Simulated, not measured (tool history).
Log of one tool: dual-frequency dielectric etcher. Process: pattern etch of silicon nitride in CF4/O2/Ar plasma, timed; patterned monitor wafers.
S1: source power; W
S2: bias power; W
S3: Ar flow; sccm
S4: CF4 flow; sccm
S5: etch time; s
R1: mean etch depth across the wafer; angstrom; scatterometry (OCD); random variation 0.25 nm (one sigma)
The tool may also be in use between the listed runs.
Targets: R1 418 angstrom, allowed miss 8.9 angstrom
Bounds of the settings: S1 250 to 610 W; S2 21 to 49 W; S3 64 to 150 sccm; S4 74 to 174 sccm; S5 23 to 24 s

Run 1, day 0: S1 430 W, S2 35 W, S3 107 sccm, S4 124 sccm, S5 23 s. Result: R1 338.99 angstrom.
Run 2, day 0.262: S1 440 W, S2 35 W, S3 107 sccm, S4 124 sccm, S5 23 s. Result: R1 342.84 angstrom.
Run 3, day 0.538: S1 490 W, S2 35 W, S3 107 sccm, S4 124 sccm, S5 23 s. Result: R1 374.3 angstrom.
Run 4, day 0.854: S1 500 W, S2 35 W, S3 107 sccm, S4 124 sccm, S5 23 s. Result: R1 381.84 angstrom.
Run 5, day 0.904: S1 510 W, S2 35 W, S3 107 sccm, S4 124 sccm, S5 23 s. Result: R1 389.33 angstrom.
Run 6, day 0.962: S1 520 W, S2 35 W, S3 107 sccm, S4 124 sccm, S5 23 s. Result: R1 391.38 angstrom.
Run 7, day 1.296: S1 530 W, S2 35 W, S3 107 sccm, S4 124 sccm, S5 23 s. Result: R1 399.93 angstrom.
Run 8, day 1.462: S1 540 W, S2 35 W, S3 107 sccm, S4 124 sccm, S5 23 s. Result: R1 407.76 angstrom.

5 next moves are on the table. One of them brings every result within its allowed miss. Which?
Run A, day 1.629: S1 510 W, S2 35 W, S3 123 sccm, S4 125 sccm, S5 24 s. Result: R1 ?.
Run B, day 1.629: S1 530 W, S2 29 W, S3 79 sccm, S4 114 sccm, S5 24 s. Result: R1 ?.
Run C, day 1.629: S1 510 W, S2 38 W, S3 109 sccm, S4 122 sccm, S5 24 s. Result: R1 ?.
Run D, day 1.629: S1 540 W, S2 33 W, S3 113 sccm, S4 129 sccm, S5 23 s. Result: R1 ?.
Run E, day 1.629: S1 510 W, S2 37 W, S3 98 sccm, S4 119 sccm, S5 23 s. Result: R1 ?.

move      R1
   A  399.03
   B  398.11
   C  415.29
   D  398.78
   E  396.83
A: further off than the last run
B: further off than the last run
C: meets every target
D: further off than the last run
E: further off than the last run
Answer: C
